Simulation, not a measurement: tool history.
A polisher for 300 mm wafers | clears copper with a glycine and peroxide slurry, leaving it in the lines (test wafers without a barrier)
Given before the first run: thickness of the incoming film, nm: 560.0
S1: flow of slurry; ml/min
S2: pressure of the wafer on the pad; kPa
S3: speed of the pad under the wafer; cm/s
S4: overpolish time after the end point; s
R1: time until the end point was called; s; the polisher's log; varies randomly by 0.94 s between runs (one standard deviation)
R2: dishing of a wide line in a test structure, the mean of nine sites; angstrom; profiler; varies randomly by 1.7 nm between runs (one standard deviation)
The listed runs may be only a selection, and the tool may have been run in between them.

run  hour   S1    S2   S3  S4       R1      R2
  1   0.0  245  15.2  126  17  112.170  503.12
  2   6.1  245  17.2  126  17  101.730  536.83
  3   9.5  245  17.2   96  17  125.920  476.88
  4  10.3  220  17.2   96  17  123.660  459.14
  5  14.8  230  18.6  112  18  108.600  559.49
  6  16.5  230  18.6   82  18  135.580  470.26
  7  25.1  230  20.0  104  19  108.260  583.79
     33.8  -- head pressure recalibrated
  8  33.8  230  20.7  120  20   88.169  722.54

What does the tool deliver on the next run?
  9  36.0  230  21.4  128  20   ?   ?

{"run 9": {"R1": 80.378, "R2": 759.1}}

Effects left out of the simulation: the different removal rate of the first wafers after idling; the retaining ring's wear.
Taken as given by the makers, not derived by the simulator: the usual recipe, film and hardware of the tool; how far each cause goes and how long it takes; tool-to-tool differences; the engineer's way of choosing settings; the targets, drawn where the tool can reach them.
